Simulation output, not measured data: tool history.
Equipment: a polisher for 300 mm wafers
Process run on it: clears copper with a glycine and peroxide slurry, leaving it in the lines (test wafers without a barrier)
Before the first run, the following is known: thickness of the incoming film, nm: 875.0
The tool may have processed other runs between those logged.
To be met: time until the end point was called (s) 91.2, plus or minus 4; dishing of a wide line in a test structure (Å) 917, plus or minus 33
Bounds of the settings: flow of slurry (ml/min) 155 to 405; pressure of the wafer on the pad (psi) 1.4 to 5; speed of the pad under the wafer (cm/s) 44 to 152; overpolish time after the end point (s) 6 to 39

run  hour  flow of slurry (ml/min)  pressure of the wafer on the pad (psi)  speed of the pad under the wafer (cm/s)  overpolish time after the end point (s)  time until the end point was called (s)  dishing of a wide line in a test structure (Å)
  1     0                      260                                     3.2                                       98                                       20                                   123.07                                          714.48
  2   6.1                      260                                     3.4                                       98                                       20                                   118.81                                          756.33
  3  12.3                      260                                     3.4                                       76                                       20                                   139.02                                          654.63
  4  14.9                      260                                     3.4                                       76                                       12                                   146.77                                          450.26
  5  16.6                      260                                     4.1                                       76                                       12                                      122                                          508.73
  6  25.1                      260                                     4.1                                       82                                       14                                   114.31                                          592.26
  7  29.4                      260                                     4.2                                       84                                       15                                   111.18                                          649.71
  8  37.8                      260                                     4.3                                       86                                       16                                   105.24                                           686.6
  9  44.3                      260                                     4.4                                       88                                       17                                   101.68                                          746.18
 10  53.1                      260                                     4.5                                       88                                       17                                   99.649                                          748.99

Which of these 4 next moves meets every target?
  A  61.9                      260                                       5                                       88                                       19                                        ?                                               ?
  B  61.9                      290                                     4.3                                       90                                       24                                        ?                                               ?
  C  61.9                      280                                     4.7                                      102                                       12                                        ?                                               ?
  D  61.9                      290                                     4.3                                      102                                       22                                        ?                                               ?

move  time until the end point was called (s)  dishing of a wide line in a test structure (Å)
   A                                   93.526                                          863.45
   B                                   103.23                                          915.84
   C                                   85.974                                          675.92
   D                                   92.538                                          921.06
A: nearer than the last run, and not there yet
B: brings the last run's worst result on target, with another outside its allowed miss
C: its largest miss is bigger than the last run's
D: each result inside its tolerance
Correct choice: D, which meets every target
